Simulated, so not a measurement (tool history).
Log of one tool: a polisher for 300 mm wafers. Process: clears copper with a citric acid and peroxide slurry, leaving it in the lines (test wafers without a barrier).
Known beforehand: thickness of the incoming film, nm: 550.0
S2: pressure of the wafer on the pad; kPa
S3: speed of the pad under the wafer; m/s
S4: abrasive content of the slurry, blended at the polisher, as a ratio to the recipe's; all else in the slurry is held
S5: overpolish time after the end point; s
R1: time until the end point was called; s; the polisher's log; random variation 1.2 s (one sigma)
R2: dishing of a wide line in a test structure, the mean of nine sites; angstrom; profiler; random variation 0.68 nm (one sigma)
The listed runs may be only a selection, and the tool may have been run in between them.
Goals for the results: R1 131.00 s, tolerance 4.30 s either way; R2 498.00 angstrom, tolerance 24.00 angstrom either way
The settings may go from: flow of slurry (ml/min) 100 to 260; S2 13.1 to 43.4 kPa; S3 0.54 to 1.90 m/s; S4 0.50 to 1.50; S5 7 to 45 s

{"run": 1, "hour": 0.0, "flow of slurry (ml/min)": 165, "S2": 28.3, "S3": 1.22, "S4": 1.0, "S5": 23, "R1": 152.14, "R2": 484.36}
{"run": 2, "hour": 5.2, "flow of slurry (ml/min)": 165, "S2": 28.3, "S3": 1.22, "S4": 0.8, "S5": 23, "R1": 153.84, "R2": 484.19}
{"run": 3, "hour": 8.0, "flow of slurry (ml/min)": 170, "S2": 29.0, "S3": 1.22, "S4": 0.8, "S5": 23, "R1": 151.95, "R2": 479.28}
{"run": 4, "hour": 8.8, "flow of slurry (ml/min)": 170, "S2": 29.0, "S3": 1.22, "S4": 0.65, "S5": 23, "R1": 153.44, "R2": 476.02}
{"run": 5, "hour": 10.7, "flow of slurry (ml/min)": 170, "S2": 29.0, "S3": 1.22, "S4": 0.65, "S5": 13, "R1": 154.52, "R2": 291.47}
{"run": 6, "hour": 19.0, "flow of slurry (ml/min)": 170, "S2": 29.0, "S3": 1.22, "S4": 0.5, "S5": 13, "R1": 162.1, "R2": 280.0}
{"run": 7, "hour": 21.6, "flow of slurry (ml/min)": 170, "S2": 29.6, "S3": 1.22, "S4": 0.5, "S5": 14, "R1": 162.0, "R2": 313.4}
{"run": 8, "hour": 26.6, "flow of slurry (ml/min)": 170, "S2": 31.0, "S3": 1.22, "S4": 0.5, "S5": 15, "R1": 153.28, "R2": 346.17}
{"run": 9, "hour": 34.6, "flow of slurry (ml/min)": 170, "S2": 31.7, "S3": 1.22, "S4": 0.5, "S5": 16, "R1": 146.79, "R2": 364.03}
{"run": 10, "hour": 35.4, "flow of slurry (ml/min)": 170, "S2": 32.4, "S3": 1.22, "S4": 0.5, "S5": 17, "R1": 145.12, "R2": 400.41}

Which single option among these 4 for the next run brings every result within its allowed miss of target? Just one does.
{"run": "A", "hour": 36.2, "flow of slurry (ml/min)": 190, "S2": 33.1, "S3": 1.38, "S4": 0.55, "S5": 16, "R1": "?", "R2": "?"}
{"run": "B", "hour": 36.2, "flow of slurry (ml/min)": 180, "S2": 27.6, "S3": 1.6, "S4": 0.5, "S5": 21, "R1": "?", "R2": "?"}
{"run": "C", "hour": 36.2, "flow of slurry (ml/min)": 180, "S2": 34.5, "S3": 1.02, "S4": 0.7, "S5": 26, "R1": "?", "R2": "?"}
{"run": "D", "hour": 36.2, "flow of slurry (ml/min)": 190, "S2": 36.5, "S3": 1.08, "S4": 0.5, "S5": 19, "R1": "?", "R2": "?"}

move=A R1=123.24 R2=429.29
move=B R1=129.96 R2=502.23
move=C R1=153.81 R2=527.16
move=D R1=144.03 R2=436.94
A: closes in on the targets versus the last run, not all within tolerance yet
B: every result within its allowed miss
C: the result that was furthest off in the last run now lies on the other side of its target
D: closes in on the targets versus the last run, not all within tolerance yet
So the answer is move B, the one that meets all the targets.
